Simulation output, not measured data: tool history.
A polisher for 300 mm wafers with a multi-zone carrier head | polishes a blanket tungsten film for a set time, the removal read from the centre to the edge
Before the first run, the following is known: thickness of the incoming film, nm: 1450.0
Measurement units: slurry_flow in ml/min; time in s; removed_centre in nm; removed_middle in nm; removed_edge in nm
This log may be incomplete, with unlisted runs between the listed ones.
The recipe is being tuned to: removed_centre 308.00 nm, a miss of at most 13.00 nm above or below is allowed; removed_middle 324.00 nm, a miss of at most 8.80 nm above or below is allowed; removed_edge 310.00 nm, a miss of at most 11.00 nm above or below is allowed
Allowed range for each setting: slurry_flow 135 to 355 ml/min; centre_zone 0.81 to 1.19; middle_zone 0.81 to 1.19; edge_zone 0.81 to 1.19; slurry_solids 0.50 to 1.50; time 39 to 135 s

| run | hour | slurry_flow | centre_zone | middle_zone | edge_zone | slurry_solids | time | removed_centre | removed_middle | removed_edge |
|---|---|---|---|---|---|---|---|---|---|---|
| 1 | 0.0 | 225 | 1.00 | 1.00 | 1.00 | 1.00 | 87 | 470.20 | 475.45 | 468.39 |
| 2 | 1.5 | 225 | 1.00 | 1.00 | 0.95 | 1.00 | 87 | 467.76 | 470.09 | 449.78 |
| 3 | 9.3 | 220 | 0.97 | 0.98 | 0.92 | 0.85 | 83 | 414.51 | 419.48 | 392.44 |
| 4 | 13.9 | 245 | 0.97 | 0.98 | 0.92 | 0.85 | 83 | 413.30 | 424.96 | 402.72 |
| 5 | 17.2 | 245 | 0.97 | 1.04 | 0.92 | 0.85 | 83 | 416.32 | 440.40 | 397.01 |
| 6 | 20.2 | 235 | 0.93 | 0.98 | 0.89 | 0.75 | 82 | 366.13 | 396.72 | 370.54 |
| 7 | 23.5 | 220 | 0.92 | 0.95 | 0.87 | 0.65 | 82 | 331.78 | 360.92 | 341.78 |
| 8 | 28.6 | 205 | 0.92 | 0.93 | 0.85 | 0.65 | 82 | 343.36 | 346.96 | 340.97 |
|  | 37.1 | edge zone pressure recalibrated |
| 9 | 37.1 | 195 | 0.91 | 0.94 | 0.84 | 0.60 | 82 | 323.39 | 341.14 | 330.49 |

4 next moves are on the table. One of them brings every result within its allowed miss. Which?
| A | 45.6 | 195 | 0.94 | 0.96 | 0.85 | 0.55 | 81 | ? | ? | ? |
| B | 45.6 | 165 | 1.00 | 1.01 | 0.81 | 0.65 | 77 | ? | ? | ? |
| C | 45.6 | 145 | 0.81 | 0.94 | 0.84 | 0.65 | 91 | ? | ? | ? |
| D | 45.6 | 200 | 0.94 | 0.91 | 0.83 | 0.75 | 76 | ? | ? | ? |

| move | removed_centre | removed_middle | removed_edge |
|---|---|---|---|
| A | 314.67 | 327.86 | 317.84 |
| B | 337.01 | 345.00 | 315.42 |
| C | 315.18 | 377.07 | 374.00 |
| D | 341.39 | 340.16 | 341.15 |
A: in spec on every target
B: moves away from the targets compared with the last run
C: moves away from the targets compared with the last run
D: moves away from the targets compared with the last run
A meets every target.
